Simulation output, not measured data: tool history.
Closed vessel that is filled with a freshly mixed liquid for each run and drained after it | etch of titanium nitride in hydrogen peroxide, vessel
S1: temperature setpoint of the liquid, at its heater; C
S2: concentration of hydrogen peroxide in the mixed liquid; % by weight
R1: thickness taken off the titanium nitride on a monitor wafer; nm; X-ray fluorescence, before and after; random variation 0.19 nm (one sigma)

Run 1, hour 0.0: S1 55 C, S2 20.5 % by weight, time in the liquid (s) 250. Result: R1 20.335 nm.
Run 2, hour 8.9: S1 56 C, S2 20.5 % by weight, time in the liquid (s) 250. Result: R1 21.892 nm.
Run 3, hour 16.5: S1 56 C, S2 22.5 % by weight, time in the liquid (s) 250. Result: R1 21.984 nm.
Run 4, hour 25.2: S1 49 C, S2 22.5 % by weight, time in the liquid (s) 250. Result: R1 13.700 nm.
Run 5, hour 32.1: S1 49 C, S2 20.5 % by weight, time in the liquid (s) 250. Result: R1 13.124 nm.
Run 6, hour 34.9: S1 49 C, S2 20.5 % by weight, time in the liquid (s) 190. Result: R1 10.026 nm.

Run 7 comes next. What will it give?
Run 7, hour 35.9: S1 52 C, S2 20.5 % by weight, time in the liquid (s) 190. Result: R1 ?.

Run 7 gave R1 12.524 nm.

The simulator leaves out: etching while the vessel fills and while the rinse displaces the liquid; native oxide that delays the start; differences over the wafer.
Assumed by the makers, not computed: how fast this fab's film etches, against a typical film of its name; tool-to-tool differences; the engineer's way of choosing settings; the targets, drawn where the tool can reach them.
